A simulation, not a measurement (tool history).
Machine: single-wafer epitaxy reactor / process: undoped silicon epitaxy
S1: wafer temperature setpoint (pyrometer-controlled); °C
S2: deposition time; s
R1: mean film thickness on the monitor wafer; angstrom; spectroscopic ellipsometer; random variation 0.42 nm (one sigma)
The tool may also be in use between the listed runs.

Run 1, day 0: S1 645 °C, S2 347 s. Result: R1 545.56 angstrom.
Run 2, day 0.158: S1 648 °C, S2 348 s. Result: R1 580.76 angstrom.
Run 3, day 0.379: S1 651 °C, S2 350 s. Result: R1 635.03 angstrom.
Run 4, day 0.521: S1 653 °C, S2 350 s. Result: R1 672.38 angstrom.
Run 5, day 0.817: S1 655 °C, S2 350 s. Result: R1 700.1 angstrom.
Run 6, day 1.15: S1 655 °C, S2 310 s. Result: R1 622.96 angstrom.
Run 7, day 1.5: S1 657 °C, S2 313 s. Result: R1 658.75 angstrom.

What will run 8 give?
Run 8, day 1.754: S1 659 °C, S2 316 s. Result: R1 ?.

R1: 700.24 angstrom

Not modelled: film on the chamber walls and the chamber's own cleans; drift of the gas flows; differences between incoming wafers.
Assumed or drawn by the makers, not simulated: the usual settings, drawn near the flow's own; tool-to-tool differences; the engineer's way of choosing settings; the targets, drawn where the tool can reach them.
